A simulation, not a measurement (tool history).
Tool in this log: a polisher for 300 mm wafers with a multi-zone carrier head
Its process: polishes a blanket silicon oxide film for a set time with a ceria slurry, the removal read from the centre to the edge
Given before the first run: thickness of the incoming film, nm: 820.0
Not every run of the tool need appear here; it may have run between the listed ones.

run	hour	flow of slurry (ml/min)	pressure of the head's centre zone	pressure of the head's middle zone	pressure of the head's edge zone	polishing time (s)	film removed at the wafer's centre (angstrom)	film removed at mid-radius (angstrom)	film removed at the wafer's edge (angstrom)
1	0.0	225	1.00	1.00	1.00	38	1672.2	1664.7	1634.5
2	4.0	225	1.00	1.00	0.94	38	1677.3	1648.1	1595.6
3	7.1	225	0.97	1.00	0.94	38	1652.1	1660.8	1589.1
4	9.3	225	0.90	1.00	0.94	38	1526.4	1667.9	1583.1
5	16.6	275	0.90	1.00	0.94	38	1559.4	1684.8	1624.0
6	18.8	280	0.91	1.03	0.97	39	1610.6	1772.4	1711.2
7	22.9	280	0.91	1.05	0.98	40	1622.4	1912.1	1732.1
8	29.3	315	0.94	1.06	1.08	43	1877.2	2042.0	1976.2

The next listed run, before its measurement:
9	31.1	310	0.93	1.07	1.08	43	?	?	?

{"run 9": {"film removed at the wafer's centre (angstrom)": 1825.2, "film removed at mid-radius (angstrom)": 2074.5, "film removed at the wafer's edge (angstrom)": 1959.3}}
